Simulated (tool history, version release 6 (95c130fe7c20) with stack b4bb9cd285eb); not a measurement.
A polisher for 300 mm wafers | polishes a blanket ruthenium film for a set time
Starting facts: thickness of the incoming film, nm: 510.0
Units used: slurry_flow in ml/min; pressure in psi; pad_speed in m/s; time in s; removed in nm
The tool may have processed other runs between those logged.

run,hour,slurry_flow,pressure,pad_speed,time,removed
1,0,210,2.3,0.84,30,29.526
2,1,210,2.3,0.96,30,33.325
3,7.4,175,2.3,0.96,30,32.291
4,12.6,175,2.2,0.9,30,28.999
5,15.7,175,2.2,1.1,30,35.364
6,20.3,175,2.2,1.1,27,31.319

Forecast run 7:
7,21.1,170,2.1,1.04,27,?

Run 7 came out at removed 28.828 nm.
